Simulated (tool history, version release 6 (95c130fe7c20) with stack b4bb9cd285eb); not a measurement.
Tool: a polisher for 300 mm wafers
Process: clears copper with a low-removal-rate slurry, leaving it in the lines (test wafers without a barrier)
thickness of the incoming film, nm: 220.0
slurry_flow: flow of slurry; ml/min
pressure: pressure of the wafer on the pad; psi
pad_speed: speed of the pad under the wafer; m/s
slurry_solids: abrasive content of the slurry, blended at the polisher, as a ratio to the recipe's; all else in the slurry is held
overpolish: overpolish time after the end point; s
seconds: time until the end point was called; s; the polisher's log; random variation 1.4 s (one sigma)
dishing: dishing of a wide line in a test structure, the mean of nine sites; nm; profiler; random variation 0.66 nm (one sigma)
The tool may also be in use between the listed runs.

{"run": 1, "day": 0.0, "slurry_flow": 315, "pressure": 3.3, "pad_speed": 0.86, "slurry_solids": 1.0, "overpolish": 14, "seconds": 87.693, "dishing": 21.928}
{"run": 2, "day": 0.354, "slurry_flow": 315, "pressure": 3.3, "pad_speed": 0.86, "slurry_solids": 1.0, "overpolish": 9, "seconds": 90.298, "dishing": 15.353}
{"run": 3, "day": 0.433, "slurry_flow": 315, "pressure": 3.3, "pad_speed": 0.86, "slurry_solids": 1.0, "overpolish": 13, "seconds": 88.981, "dishing": 20.546}
{"run": 4, "day": 0.604, "slurry_flow": 315, "pressure": 2.8, "pad_speed": 0.86, "slurry_solids": 1.0, "overpolish": 13, "seconds": 107.15, "dishing": 18.096}
{"run": 5, "day": 0.646, "slurry_flow": 315, "pressure": 2.8, "pad_speed": 0.86, "slurry_solids": 1.0, "overpolish": 11, "seconds": 100.59, "dishing": 15.202}
{"run": 6, "day": 0.958, "slurry_flow": 260, "pressure": 2.8, "pad_speed": 0.86, "slurry_solids": 1.0, "overpolish": 11, "seconds": 103.07, "dishing": 15.191}
{"run": 7, "day": 1.117, "slurry_flow": 260, "pressure": 3.1, "pad_speed": 0.86, "slurry_solids": 1.0, "overpolish": 13, "seconds": 94.944, "dishing": 19.651}
{"run": 8, "day": 1.217, "slurry_flow": 260, "pressure": 3.3, "pad_speed": 0.86, "slurry_solids": 1.0, "overpolish": 14, "seconds": 92.209, "dishing": 21.619}
{"run": 9, "day": 1.542, "slurry_flow": 260, "pressure": 3.5, "pad_speed": 0.86, "slurry_solids": 1.0, "overpolish": 15, "seconds": 88.518, "dishing": 24.51}
{"run": 10, "day": 1.654, "slurry_flow": 260, "pressure": 3.7, "pad_speed": 0.86, "slurry_solids": 1.0, "overpolish": 16, "seconds": 78.976, "dishing": 25.397}

Run 11 comes next. What will it give?
{"run": 11, "day": 1.842, "slurry_flow": 260, "pressure": 3.7, "pad_speed": 0.86, "slurry_solids": 1.0, "overpolish": 17, "seconds": "?", "dishing": "?"}

{"run 11": {"seconds": 80.26, "dishing": 27.168}}
